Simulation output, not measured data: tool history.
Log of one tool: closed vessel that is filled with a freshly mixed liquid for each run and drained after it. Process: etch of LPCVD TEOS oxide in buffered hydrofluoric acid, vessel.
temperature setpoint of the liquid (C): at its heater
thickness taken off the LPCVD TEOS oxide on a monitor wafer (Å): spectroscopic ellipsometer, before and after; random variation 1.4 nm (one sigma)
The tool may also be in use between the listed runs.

run	day	temperature setpoint of the liquid (C)	parts of 40 % ammonium fluoride to one part of 49 % hydrofluoric acid (parts by volume)	time in the liquid (s)	thickness taken off the LPCVD TEOS oxide on a monitor wafer (Å)
1	0	24	16.5	100	1761.8
2	0.325	24	16.5	100	1741.3
3	0.462	22.5	16.5	100	1590.7
4	0.825	23	16.5	100	1652.4
5	1.017	23.5	16.5	100	1687.6
6	1.096	24	16.5	100	1755.2

Forecast run 7:
7	1.346	24.5	16.5	100	?

Run 7 gave thickness taken off the LPCVD TEOS oxide on a monitor wafer (Å) 1789.8.
